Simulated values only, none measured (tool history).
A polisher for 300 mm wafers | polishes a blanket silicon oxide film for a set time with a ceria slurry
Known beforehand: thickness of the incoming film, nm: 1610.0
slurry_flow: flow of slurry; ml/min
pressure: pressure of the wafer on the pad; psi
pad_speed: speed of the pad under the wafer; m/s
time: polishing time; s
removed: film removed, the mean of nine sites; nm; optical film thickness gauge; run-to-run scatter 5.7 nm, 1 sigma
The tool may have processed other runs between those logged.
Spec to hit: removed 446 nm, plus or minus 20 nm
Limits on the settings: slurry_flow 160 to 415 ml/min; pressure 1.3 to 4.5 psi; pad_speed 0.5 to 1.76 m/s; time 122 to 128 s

| run | hour | slurry_flow | pressure | pad_speed | time | removed |
|---|---|---|---|---|---|---|
| 1 | 0 | 265 | 2.9 | 1.12 | 122 | 645.72 |
| 2 | 6.8 | 265 | 2.9 | 1.36 | 122 | 724.1 |
| 3 | 14.9 | 265 | 2.6 | 1.34 | 122 | 658.54 |
| 4 | 22.9 | 265 | 2.6 | 1.34 | 122 | 656.78 |
| 5 | 29.1 | 265 | 2.6 | 1.6 | 122 | 748.62 |
| 6 | 37.3 | 265 | 2.3 | 1.56 | 122 | 668 |
| 7 | 38.6 | 265 | 2.1 | 1.52 | 122 | 599.71 |
|  | 43.2 | slurry nozzle cleaned |
| 8 | 43.2 | 265 | 1.9 | 1.52 | 122 | 545.35 |
| 9 | 52 | 265 | 1.8 | 1.52 | 122 | 520.52 |
| 10 | 53.8 | 265 | 1.3 | 1.5 | 122 | 388.44 |
| 11 | 57.9 | 265 | 1.4 | 1.5 | 122 | 405.35 |

Exactly one of the 5 candidate moves below puts every result within its allowed miss. Which one?
| A | 62 | 220 | 2 | 1.04 | 128 | ? |
| B | 62 | 215 | 1.6 | 1.08 | 126 | ? |
| C | 62 | 265 | 1.3 | 1.52 | 122 | ? |
| D | 62 | 220 | 1.4 | 1.36 | 124 | ? |
| E | 62 | 305 | 1.8 | 0.92 | 122 | ? |

| move | removed |
|---|---|
| A | 453.63 |
| B | 370.46 |
| C | 390.3 |
| D | 383.6 |
| E | 367.52 |
A: in spec on every target
B: its largest miss is bigger than the last run's
C: its largest miss is bigger than the last run's
D: its largest miss is bigger than the last run's
E: its largest miss is bigger than the last run's
The right move is A.
